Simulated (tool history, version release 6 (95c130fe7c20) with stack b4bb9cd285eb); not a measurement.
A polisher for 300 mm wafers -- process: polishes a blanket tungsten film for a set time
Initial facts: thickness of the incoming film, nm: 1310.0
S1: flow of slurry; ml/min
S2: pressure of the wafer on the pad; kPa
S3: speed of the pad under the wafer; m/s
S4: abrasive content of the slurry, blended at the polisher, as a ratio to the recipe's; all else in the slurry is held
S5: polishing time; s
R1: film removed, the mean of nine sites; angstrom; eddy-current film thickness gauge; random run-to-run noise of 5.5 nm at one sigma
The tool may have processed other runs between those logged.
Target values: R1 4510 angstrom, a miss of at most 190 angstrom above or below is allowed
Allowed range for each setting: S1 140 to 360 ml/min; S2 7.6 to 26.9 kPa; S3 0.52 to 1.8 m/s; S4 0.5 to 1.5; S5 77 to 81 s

run 1 hour=0 | S1=230 S2=17.2 S3=1.16 S4=1 S5=77 | R1=3119.2
run 2 hour=8.2 | S1=210 S2=17.2 S3=1.16 S4=1 S5=77 | R1=3156.1
run 3 hour=14.9 | S1=210 S2=18.6 S3=1.16 S4=1 S5=77 | R1=3271
run 4 hour=15.6 | S1=210 S2=18.6 S3=1.16 S4=1.1 S5=77 | R1=3357
run 5 hour=18.1 | S1=210 S2=20 S3=1.16 S4=1.1 S5=77 | R1=3624.3
run 6 hour=26.3 | S1=210 S2=20 S3=1.16 S4=1.2 S5=77 | R1=3689.3
run 7 hour=30.4 | S1=210 S2=21.4 S3=1.16 S4=1.2 S5=77 | R1=3965.5
run 8 hour=32.3 | S1=210 S2=22.1 S3=1.16 S4=1.2 S5=77 | R1=4090.7

Consider the 4 candidate settings below. Which is the only one whose results all fall within their allowed miss of target?
run A hour=34.2 | S1=180 S2=23.4 S3=1.1 S4=1.2 S5=78 | R1=?
run B hour=34.2 | S1=240 S2=23.4 S3=1.02 S4=1.35 S5=77 | R1=?
run C hour=34.2 | S1=240 S2=23.4 S3=1.04 S4=1.5 S5=81 | R1=?
run D hour=34.2 | S1=155 S2=25.5 S3=1.02 S4=1.2 S5=79 | R1=?

move=A R1=4185.7
move=B R1=4096.1
move=C R1=4508.4
move=D R1=4216.1
A: moves toward the targets from the last run without getting all of them in spec
B: just as far off the targets as the last run
C: in spec on every target
D: moves toward the targets from the last run without getting all of them in spec
C is the move that brings every result within its allowed miss.
